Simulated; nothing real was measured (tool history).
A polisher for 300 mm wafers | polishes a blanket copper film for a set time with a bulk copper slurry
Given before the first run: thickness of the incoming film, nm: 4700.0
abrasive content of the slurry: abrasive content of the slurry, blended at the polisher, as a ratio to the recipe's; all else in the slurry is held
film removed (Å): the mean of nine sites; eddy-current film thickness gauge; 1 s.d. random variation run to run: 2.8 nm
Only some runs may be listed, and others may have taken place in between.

| run | hour | flow of slurry (ml/min) | pressure of the wafer on the pad (kPa) | speed of the pad under the wafer (m/s) | abrasive content of the slurry | polishing time (s) | film removed (Å) |
|---|---|---|---|---|---|---|---|
| 1 | 0 | 295 | 13.1 | 1.18 | 1 | 58 | 3694.5 |
| 2 | 2.4 | 295 | 11.7 | 1.14 | 1 | 58 | 3149.7 |
| 3 | 5.7 | 295 | 11.7 | 1.14 | 1 | 61 | 3319.5 |
| 4 | 6.3 | 295 | 11.7 | 1.24 | 1 | 61 | 3692.3 |
| 5 | 13.8 | 345 | 11.7 | 1.24 | 1 | 61 | 3630.9 |
| 6 | 20.8 | 345 | 10.3 | 1.18 | 1 | 61 | 3152.6 |
| 7 | 25.6 | 345 | 9.7 | 1.12 | 1 | 61 | 2762.2 |
| 8 | 28.2 | 345 | 9 | 1.1 | 1 | 61 | 2530.9 |
| 9 | 30.4 | 345 | 8.3 | 1.08 | 1 | 61 | 2313 |
| 10 | 31.9 | 345 | 6.2 | 1.04 | 1 | 61 | 1695.3 |
| 11 | 37.2 | 345 | 6.2 | 1.04 | 1 | 61 | 1705.7 |
| 12 | 38.1 | 345 | 7.6 | 1.06 | 1 | 61 | 2086.3 |

For run 13, what comes out?
| 13 | 41.6 | 340 | 7.6 | 1.06 | 1 | 61 | ? |

film removed (Å): 2074.7

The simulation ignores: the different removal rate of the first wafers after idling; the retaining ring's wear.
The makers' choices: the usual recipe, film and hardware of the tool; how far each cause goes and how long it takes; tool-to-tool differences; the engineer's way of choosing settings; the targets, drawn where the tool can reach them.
